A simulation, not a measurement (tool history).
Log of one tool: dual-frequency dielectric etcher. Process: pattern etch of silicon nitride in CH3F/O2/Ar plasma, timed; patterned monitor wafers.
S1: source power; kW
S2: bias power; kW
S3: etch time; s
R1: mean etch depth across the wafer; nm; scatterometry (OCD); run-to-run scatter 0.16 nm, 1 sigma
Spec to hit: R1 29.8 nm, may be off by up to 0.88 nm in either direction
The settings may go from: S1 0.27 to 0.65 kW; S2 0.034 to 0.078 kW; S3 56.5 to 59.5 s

run	hour	S1	S2	S3	R1
1	0	0.46	0.056	56.5	35.537
2	6.7	0.43	0.054	56.5	34.474
3	11.7	0.4	0.052	56.5	33.428
4	15.9	0.38	0.05	56.5	32.74
5	20.3	0.36	0.049	56.5	32.053
6	26.6	0.35	0.048	56.5	31.859
7	35	0.34	0.047	56.5	31.375
8	36.4	0.33	0.046	56.5	30.746

Exercise: of the 5 proposed moves below, exactly one satisfies all targets within the stated allowed misses. Which move is it?
A	37.8	0.39	0.039	59	?
B	37.8	0.31	0.038	58.5	?
C	37.8	0.3	0.053	56.5	?
D	37.8	0.33	0.043	58.5	?
E	37.8	0.36	0.049	59	?

move	R1
A	32.142
B	29.98
C	31.792
D	31.522
E	33.741
A: misses by more than the last run did
B: all results land within tolerance of their targets
C: misses by more than the last run did
D: misses by more than the last run did
E: misses by more than the last run did
Answer: B
